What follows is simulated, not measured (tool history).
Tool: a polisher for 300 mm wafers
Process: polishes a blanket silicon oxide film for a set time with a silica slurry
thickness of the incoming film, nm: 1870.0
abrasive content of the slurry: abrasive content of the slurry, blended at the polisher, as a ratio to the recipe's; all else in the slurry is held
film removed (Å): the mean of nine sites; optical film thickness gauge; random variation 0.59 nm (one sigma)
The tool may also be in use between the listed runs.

run	hour	flow of slurry (ml/min)	pressure of the wafer on the pad (kPa)	speed of the pad under the wafer (cm/s)	abrasive content of the slurry	polishing time (s)	film removed (Å)
1	0.0	205	17.9	124	1.0	35	801.27
2	6.4	205	17.2	124	1.0	35	752.68
3	9.1	205	17.2	110	1.0	35	689.23
4	11.6	205	18.6	110	1.0	35	746.18
5	15.6	205	22.8	110	1.0	35	898.20
6	17.4	205	21.4	110	1.0	35	867.96

Forecast run 7:
7	24.1	205	20.0	110	1.0	35	?

Run 7 gave film removed (Å) 813.42.
